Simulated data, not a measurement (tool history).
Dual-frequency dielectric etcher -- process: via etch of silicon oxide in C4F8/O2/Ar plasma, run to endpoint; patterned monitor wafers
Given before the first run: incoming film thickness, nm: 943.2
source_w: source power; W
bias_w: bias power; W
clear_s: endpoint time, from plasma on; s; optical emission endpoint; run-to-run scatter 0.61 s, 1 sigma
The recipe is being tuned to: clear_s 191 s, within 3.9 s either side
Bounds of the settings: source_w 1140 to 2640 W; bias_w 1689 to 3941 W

run,day,source_w,bias_w,clear_s
1,0,1890,2815,170.18
2,0.125,1810,2786,172.23
3,0.475,1810,3086,165.78
4,0.646,1650,3086,169.76
5,0.846,1980,3086,162.69
6,1.129,1800,3086,165.94
7,1.462,1710,2993,171.8
8,1.825,1630,2961,173.32
9,1.862,1560,2904,176.52
10,1.946,1500,2862,180.42
11,2.008,1460,2845,181.84
12,2.296,1420,2830,184.21

Next run, 4 choices. One meets every target within its allowed miss, the rest don't. Which?
A,2.583,1460,3195,?
B,2.583,1640,2679,?
C,2.583,1360,2637,?
D,2.583,1510,3002,?

move,clear_s
A,173.73
B,180.6
C,191.27
D,176.52
A: its largest miss is bigger than the last run's
B: its largest miss is bigger than the last run's
C: all results in spec
D: its largest miss is bigger than the last run's
The right move is C.
